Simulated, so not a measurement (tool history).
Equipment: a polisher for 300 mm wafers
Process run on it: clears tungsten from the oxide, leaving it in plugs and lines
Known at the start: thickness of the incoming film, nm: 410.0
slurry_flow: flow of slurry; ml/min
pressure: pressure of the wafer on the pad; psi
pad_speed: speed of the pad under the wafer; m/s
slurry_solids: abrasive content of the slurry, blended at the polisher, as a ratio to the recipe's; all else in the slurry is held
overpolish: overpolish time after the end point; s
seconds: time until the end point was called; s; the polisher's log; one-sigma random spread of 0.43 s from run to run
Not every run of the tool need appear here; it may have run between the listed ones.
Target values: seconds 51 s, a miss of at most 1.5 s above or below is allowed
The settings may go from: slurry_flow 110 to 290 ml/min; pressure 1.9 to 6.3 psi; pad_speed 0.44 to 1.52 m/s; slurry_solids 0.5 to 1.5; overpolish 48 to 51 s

run,hour,slurry_flow,pressure,pad_speed,slurry_solids,overpolish,seconds
1,0,185,4.1,0.98,1,48,73.297
2,7.6,185,4.1,0.98,1,48,74.011
3,16.2,185,4.1,0.98,1.15,48,70.277
4,22.8,185,4.1,0.98,1.15,51,71.191
5,27.9,185,4.1,0.98,1.15,51,70.751
6,33.7,195,4.5,0.98,1.15,51,65.555
7,37,195,4.9,0.98,1.15,51,62.631
8,38,195,5.3,0.98,1.15,51,59.344
9,40,200,5.6,0.98,1.15,51,56.473

Exercise: of the 5 proposed moves below, exactly one satisfies all targets within the stated allowed misses. Which move is it?
A,42,265,6.3,1.1,1.15,51,?
B,42,200,6,1.16,1.15,51,?
C,42,200,5.4,0.92,1.15,48,?
D,42,220,5.5,1.28,1.25,51,?
E,42,165,6.3,0.94,1.5,51,?

move,seconds
A,47.305
B,49.036
C,60.836
D,47.151
E,51.644
A: pushes the last run's worst result past its target
B: pushes the last run's worst result past its target
C: lands further from the targets than the last run did
D: pushes the last run's worst result past its target
E: all results land within tolerance of their targets
Go with E: it meets all targets.
